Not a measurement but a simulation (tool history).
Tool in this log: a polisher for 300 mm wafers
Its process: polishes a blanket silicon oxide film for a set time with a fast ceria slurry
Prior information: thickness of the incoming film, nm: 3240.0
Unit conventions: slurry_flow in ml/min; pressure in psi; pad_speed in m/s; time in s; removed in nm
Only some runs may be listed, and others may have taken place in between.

run	hour	slurry_flow	pressure	pad_speed	time	removed
1	0	310	3.2	0.76	36	393.58
2	4.2	310	3.3	0.76	36	398.69
3	9.6	310	3.3	0.6	36	341.54
4	14.4	310	3.3	0.6	32	292.89
5	21.2	310	3.5	0.62	32	321.01
6	29.9	310	3.5	0.5	32	278.4

Expected results for the next run?
7	37.8	310	3.7	0.54	32	?

removed: 310.05 nm
